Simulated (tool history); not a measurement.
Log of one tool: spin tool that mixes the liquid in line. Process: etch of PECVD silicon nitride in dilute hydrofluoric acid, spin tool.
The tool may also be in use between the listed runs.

run	hour	temperature setpoint of the liquid (K)	parts of water to one part of 49 % hydrofluoric acid (parts by volume)	time under the liquid (s)	thickness taken off the PECVD silicon nitride on a monitor wafer (Å)
1	0.0	297.15	130	65	8.4899
2	5.1	299.65	130	65	10.0480
3	6.1	297.65	130	65	8.7057
4	10.1	295.15	130	65	7.3413
5	14.8	295.15	170	65	5.6897
6	17.9	294.65	170	65	5.5503
# hour 24.8: thermometer replaced
7	24.8	294.15	170	65	5.7969

Forecast run 8:
8	33.6	293.65	170	65	?

{"run 8": {"thickness taken off the PECVD silicon nitride on a monitor wafer (Å)": 5.5365}}
